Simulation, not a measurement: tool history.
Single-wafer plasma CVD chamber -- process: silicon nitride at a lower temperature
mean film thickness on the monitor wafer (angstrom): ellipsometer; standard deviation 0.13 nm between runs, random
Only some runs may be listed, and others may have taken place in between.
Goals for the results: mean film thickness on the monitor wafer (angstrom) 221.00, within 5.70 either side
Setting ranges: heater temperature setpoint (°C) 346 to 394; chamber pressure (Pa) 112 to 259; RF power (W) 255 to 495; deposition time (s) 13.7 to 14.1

run  hour  heater temperature setpoint (°C)  chamber pressure (Pa)  RF power (W)  deposition time (s)  mean film thickness on the monitor wafer (angstrom)
  1   0.0                               370                    185           375                 13.7                                               192.09
  2   8.9                               370                    185           375                 14.1                                               193.50
  3  11.3                               370                    199           385                 14.1                                               200.80
  4  19.8                               370                    199           385                 14.1                                               200.94
  5  21.8                               370                    184           385                 14.1                                               197.72
  6  25.3                               370                    184           350                 14.1                                               189.67
  7  34.1                               370                    197           375                 14.1                                               198.27
  8  38.0                               370                    207           390                 14.1                                               206.02
  9  44.2                               370                    215           395                 14.1                                               209.37
 10  50.3                               370                    220           400                 14.1                                               213.27
 11  51.8                               370                    224           405                 14.1                                               214.98

Below are 5 possible settings for the next run. Only one of them brings all results inside the allowed miss of their targets. Which is it?
  A  53.3                               356                    231           365                 13.8                                                    ?
  B  53.3                               371                    209           430                 13.7                                                    ?
  C  53.3                               362                    248           355                 14.1                                                    ?
  D  53.3                               374                    216           435                 14.1                                                    ?
  E  53.3                               360                    225           400                 13.7                                                    ?

move  mean film thickness on the monitor wafer (angstrom)
   A                                               204.50
   B                                               210.86
   C                                               210.36
   D                                               220.11
   E                                               210.00
A: the biggest miss grows against the last run
B: the biggest miss grows against the last run
C: the biggest miss grows against the last run
D: all results in spec
E: the biggest miss grows against the last run
D is the move that brings every result within its allowed miss.
